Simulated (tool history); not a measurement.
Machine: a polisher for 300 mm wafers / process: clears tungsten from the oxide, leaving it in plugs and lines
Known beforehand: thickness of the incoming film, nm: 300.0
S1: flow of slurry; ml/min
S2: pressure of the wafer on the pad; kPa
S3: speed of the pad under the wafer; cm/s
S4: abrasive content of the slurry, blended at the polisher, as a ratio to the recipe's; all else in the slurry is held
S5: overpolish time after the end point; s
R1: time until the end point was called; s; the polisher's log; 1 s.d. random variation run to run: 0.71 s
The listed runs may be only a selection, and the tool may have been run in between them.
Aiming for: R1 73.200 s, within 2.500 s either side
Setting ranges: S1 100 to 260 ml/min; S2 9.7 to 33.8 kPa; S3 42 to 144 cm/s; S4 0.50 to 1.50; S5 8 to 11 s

run,hour,S1,S2,S3,S4,S5,R1
1,0.0,165,21.4,92,1.00,11,120.210
2,5.7,165,26.2,92,1.00,11,98.008
3,9.3,170,28.3,92,1.00,11,90.972
4,11.8,170,28.3,92,1.15,11,89.490
5,20.7,170,31.0,92,1.15,11,81.585
6,26.1,175,31.7,92,1.15,11,80.436
7,31.7,175,32.4,92,1.15,11,80.037
8,33.0,175,33.1,94,1.15,11,77.140

4 next moves are on the table. One of them brings every result within its allowed miss. Which?
A,34.3,125,33.8,82,1.45,11,?
B,34.3,150,33.8,104,0.90,8,?
C,34.3,175,33.8,76,1.15,8,?
D,34.3,225,30.3,88,1.25,11,?

move,R1
A,84.702
B,74.995
C,87.090
D,83.870
A: the biggest miss grows against the last run
B: all results in spec
C: the biggest miss grows against the last run
D: the biggest miss grows against the last run
The right move is B.

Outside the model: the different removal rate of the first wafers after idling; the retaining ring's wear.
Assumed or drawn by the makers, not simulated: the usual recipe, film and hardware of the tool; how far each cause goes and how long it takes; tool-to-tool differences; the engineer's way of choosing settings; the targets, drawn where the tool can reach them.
